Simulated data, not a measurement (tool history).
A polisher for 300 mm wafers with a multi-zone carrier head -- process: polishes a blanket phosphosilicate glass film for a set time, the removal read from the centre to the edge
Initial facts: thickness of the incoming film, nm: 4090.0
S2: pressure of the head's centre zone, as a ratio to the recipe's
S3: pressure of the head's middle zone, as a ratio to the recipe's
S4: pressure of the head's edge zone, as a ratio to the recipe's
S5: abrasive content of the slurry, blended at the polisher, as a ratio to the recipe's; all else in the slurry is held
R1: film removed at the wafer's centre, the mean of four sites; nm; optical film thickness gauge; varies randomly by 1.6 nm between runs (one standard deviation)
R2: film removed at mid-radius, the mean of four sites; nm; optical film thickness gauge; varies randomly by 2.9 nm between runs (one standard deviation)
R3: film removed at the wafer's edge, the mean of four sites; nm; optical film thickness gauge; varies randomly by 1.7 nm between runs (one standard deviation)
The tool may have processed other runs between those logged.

Run 1, hour 0.0: flow of slurry (ml/min) 230, S2 1.00, S3 1.00, S4 1.00, S5 1.00, polishing time (s) 55. Result: R1 470.80 nm, R2 481.25 nm, R3 470.22 nm.
Run 2, hour 6.3: flow of slurry (ml/min) 230, S2 1.00, S3 1.00, S4 0.95, S5 1.00, polishing time (s) 55. Result: R1 470.84 nm, R2 485.75 nm, R3 464.30 nm.
Run 3, hour 14.5: flow of slurry (ml/min) 230, S2 1.00, S3 1.05, S4 0.95, S5 1.00, polishing time (s) 55. Result: R1 468.57 nm, R2 495.93 nm, R3 464.56 nm.
Run 4, hour 16.9: flow of slurry (ml/min) 230, S2 1.00, S3 1.05, S4 0.95, S5 0.85, polishing time (s) 55. Result: R1 423.59 nm, R2 439.32 nm, R3 424.18 nm.
Run 5, hour 25.6: flow of slurry (ml/min) 230, S2 1.05, S3 1.05, S4 0.95, S5 0.85, polishing time (s) 55. Result: R1 450.13 nm, R2 456.00 nm, R3 423.87 nm.
Run 6, hour 29.3: flow of slurry (ml/min) 230, S2 1.05, S3 1.02, S4 0.95, S5 0.85, polishing time (s) 55. Result: R1 445.79 nm, R2 437.00 nm, R3 424.01 nm.
Run 7, hour 31.6: flow of slurry (ml/min) 210, S2 0.99, S3 0.92, S4 0.85, S5 0.60, polishing time (s) 40. Result: R1 235.22 nm, R2 228.10 nm, R3 229.05 nm.

Expected results for the next run?
Run 8, hour 40.2: flow of slurry (ml/min) 210, S2 1.00, S3 0.88, S4 0.89, S5 0.60, polishing time (s) 40. Result: R1 ?, R2 ?, R3 ?.

R1: 237.23 nm
R2: 220.28 nm
R3: 236.39 nm
